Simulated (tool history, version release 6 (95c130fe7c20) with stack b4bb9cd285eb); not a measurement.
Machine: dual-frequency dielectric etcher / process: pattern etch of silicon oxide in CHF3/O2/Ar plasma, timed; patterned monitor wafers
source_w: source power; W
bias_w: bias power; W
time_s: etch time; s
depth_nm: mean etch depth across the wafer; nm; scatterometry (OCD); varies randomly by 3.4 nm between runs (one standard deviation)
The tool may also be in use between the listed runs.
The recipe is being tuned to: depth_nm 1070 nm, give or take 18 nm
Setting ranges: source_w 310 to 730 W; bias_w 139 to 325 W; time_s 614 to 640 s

run	hour	source_w	bias_w	time_s	depth_nm
1	0	520	232	614	1247
2	6.8	490	230	614	1220.5
3	10.5	400	230	614	1164.7
4	19.4	400	230	614	1175.2
5	26	400	247	614	1203.3
6	30.2	380	239	614	1175.5
7	32.5	370	232	614	1145.9
8	34.1	360	229	614	1134
9	36	350	226	614	1119.4
10	44.2	340	224	614	1108.1

Which single option among these 5 for the next run brings every result within its allowed miss of target? Just one does.
A	52.4	340	214	628	?
B	52.4	310	234	614	?
C	52.4	320	233	617.5	?
D	52.4	350	228	614	?
E	52.4	310	209	625	?

move	depth_nm
A	1108.1
B	1106.6
C	1118.4
D	1123
E	1068.7
A: about as far from the targets as the last run
B: about as far from the targets as the last run
C: misses by more than the last run did
D: misses by more than the last run did
E: every result lands within tolerance
Go with E: it meets all targets.
